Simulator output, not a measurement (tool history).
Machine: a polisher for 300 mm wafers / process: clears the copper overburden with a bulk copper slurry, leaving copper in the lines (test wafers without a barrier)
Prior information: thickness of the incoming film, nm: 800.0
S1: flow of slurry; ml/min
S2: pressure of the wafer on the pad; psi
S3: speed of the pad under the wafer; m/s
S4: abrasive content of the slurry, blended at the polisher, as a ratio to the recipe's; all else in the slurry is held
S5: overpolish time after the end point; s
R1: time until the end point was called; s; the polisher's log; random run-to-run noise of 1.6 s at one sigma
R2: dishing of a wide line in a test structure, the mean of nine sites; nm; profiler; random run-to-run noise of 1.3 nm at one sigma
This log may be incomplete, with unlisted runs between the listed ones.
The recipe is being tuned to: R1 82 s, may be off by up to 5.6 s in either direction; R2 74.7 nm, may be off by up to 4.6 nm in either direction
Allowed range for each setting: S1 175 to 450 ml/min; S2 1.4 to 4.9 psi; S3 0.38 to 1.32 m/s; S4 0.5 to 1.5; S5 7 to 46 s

run 1 hour=0 | S1=290 S2=3.1 S3=0.84 S4=1 S5=24 | R1=101.64 R2=90.884
run 2 hour=7.5 | S1=290 S2=3.2 S3=0.84 S4=1 S5=23 | R1=96.588 R2=92.555
run 3 hour=12.1 | S1=290 S2=3.2 S3=0.84 S4=0.9 S5=23 | R1=98.646 R2=92.24
run 4 hour=18.9 | S1=290 S2=3.2 S3=0.84 S4=0.9 S5=22 | R1=100.64 R2=87.386
run 5 hour=21.7 | S1=255 S2=3.2 S3=0.84 S4=0.9 S5=22 | R1=100.49 R2=86.727
run 6 hour=24.2 | S1=255 S2=2.9 S3=0.84 S4=0.9 S5=22 | R1=111.51 R2=83.341
run 7 hour=25.7 | S1=255 S2=3 S3=0.84 S4=0.9 S5=21 | R1=108.77 R2=81.065
run 8 hour=32 | S1=255 S2=3 S3=0.84 S4=0.9 S5=21 | R1=107.94 R2=82.739
run 9 hour=33.4 | S1=255 S2=3.1 S3=0.84 S4=0.9 S5=20 | R1=105.51 R2=78.695
run 10 hour=37.9 | S1=255 S2=4 S3=0.86 S4=0.9 S5=12 | R1=80.124 R2=69.469

Exercise: of the 4 proposed moves below, exactly one satisfies all targets within the stated allowed misses. Which move is it?
run A hour=42.4 | S1=295 S2=4.3 S3=0.82 S4=1.1 S5=12 | R1=? R2=?
run B hour=42.4 | S1=280 S2=3.9 S3=0.88 S4=0.9 S5=10 | R1=? R2=?
run C hour=42.4 | S1=175 S2=4.3 S3=0.78 S4=0.9 S5=12 | R1=? R2=?
run D hour=42.4 | S1=230 S2=3.6 S3=0.94 S4=0.95 S5=13 | R1=? R2=?

move=A R1=71.688 R2=73.317
move=B R1=78.966 R2=58.46
move=C R1=85.849 R2=63.739
move=D R1=80.419 R2=70.216
A: brings the result that was furthest off to its target, and leaves another outside
B: the biggest miss grows against the last run
C: the biggest miss grows against the last run
D: in spec on every target
Correct choice: D, which meets every target
